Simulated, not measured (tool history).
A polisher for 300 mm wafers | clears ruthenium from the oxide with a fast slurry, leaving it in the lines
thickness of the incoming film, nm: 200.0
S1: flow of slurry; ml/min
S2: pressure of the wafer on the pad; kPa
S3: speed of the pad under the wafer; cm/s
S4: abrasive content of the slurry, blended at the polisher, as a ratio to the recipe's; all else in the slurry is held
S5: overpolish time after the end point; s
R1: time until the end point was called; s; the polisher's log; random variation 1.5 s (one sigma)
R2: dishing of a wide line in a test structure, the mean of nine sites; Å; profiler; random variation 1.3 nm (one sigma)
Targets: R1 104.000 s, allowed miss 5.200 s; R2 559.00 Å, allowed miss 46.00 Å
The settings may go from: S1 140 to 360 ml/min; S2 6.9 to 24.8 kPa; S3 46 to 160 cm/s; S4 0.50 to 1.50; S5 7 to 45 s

{"run": 1, "hour": 0.0, "S1": 230, "S2": 15.9, "S3": 102, "S4": 1.0, "S5": 23, "R1": 72.948, "R2": 485.09}
{"run": 2, "hour": 6.4, "S1": 230, "S2": 14.5, "S3": 102, "S4": 1.0, "S5": 26, "R1": 78.438, "R2": 499.2}
{"run": 3, "hour": 9.3, "S1": 230, "S2": 13.1, "S3": 102, "S4": 1.0, "S5": 29, "R1": 88.598, "R2": 500.78}
{"run": 4, "hour": 13.4, "S1": 230, "S2": 12.4, "S3": 102, "S4": 1.0, "S5": 31, "R1": 91.144, "R2": 518.68}
{"hour": 22.5, "done": "slurry blender recalibrated"}
{"run": 5, "hour": 22.5, "S1": 230, "S2": 11.7, "S3": 102, "S4": 1.0, "S5": 33, "R1": 87.02, "R2": 529.97}
{"run": 6, "hour": 28.3, "S1": 230, "S2": 15.2, "S3": 102, "S4": 1.0, "S5": 33, "R1": 69.596, "R2": 669.46}
{"run": 7, "hour": 35.2, "S1": 230, "S2": 13.8, "S3": 102, "S4": 1.0, "S5": 35, "R1": 76.368, "R2": 651.95}
{"run": 8, "hour": 40.4, "S1": 230, "S2": 12.4, "S3": 102, "S4": 1.0, "S5": 36, "R1": 83.34, "R2": 607.7}
{"run": 9, "hour": 41.0, "S1": 230, "S2": 11.7, "S3": 102, "S4": 1.0, "S5": 37, "R1": 87.841, "R2": 588.56}
{"run": 10, "hour": 48.4, "S1": 230, "S2": 11.0, "S3": 102, "S4": 1.0, "S5": 38, "R1": 93.65, "R2": 570.54}

Which of these 5 next moves meets every target?
{"run": "A", "hour": 55.8, "S1": 210, "S2": 11.0, "S3": 102, "S4": 0.85, "S5": 40, "R1": "?", "R2": "?"}
{"run": "B", "hour": 55.8, "S1": 215, "S2": 11.7, "S3": 114, "S4": 0.95, "S5": 35, "R1": "?", "R2": "?"}
{"run": "C", "hour": 55.8, "S1": 275, "S2": 10.3, "S3": 118, "S4": 1.05, "S5": 37, "R1": "?", "R2": "?"}
{"run": "D", "hour": 55.8, "S1": 235, "S2": 8.3, "S3": 116, "S4": 1.15, "S5": 30, "R1": "?", "R2": "?"}
{"run": "E", "hour": 55.8, "S1": 205, "S2": 10.3, "S3": 102, "S4": 1.15, "S5": 30, "R1": "?", "R2": "?"}

move=A R1=104.800 R2=553.50
move=B R1=83.661 R2=593.55
move=C R1=84.496 R2=614.10
move=D R1=103.790 R2=443.37
move=E R1=96.886 R2=469.03
A: meets every target
B: further off than the last run
C: further off than the last run
D: brings the result that was furthest off to its target, and leaves another outside
E: as far off as the last run
Answer: A

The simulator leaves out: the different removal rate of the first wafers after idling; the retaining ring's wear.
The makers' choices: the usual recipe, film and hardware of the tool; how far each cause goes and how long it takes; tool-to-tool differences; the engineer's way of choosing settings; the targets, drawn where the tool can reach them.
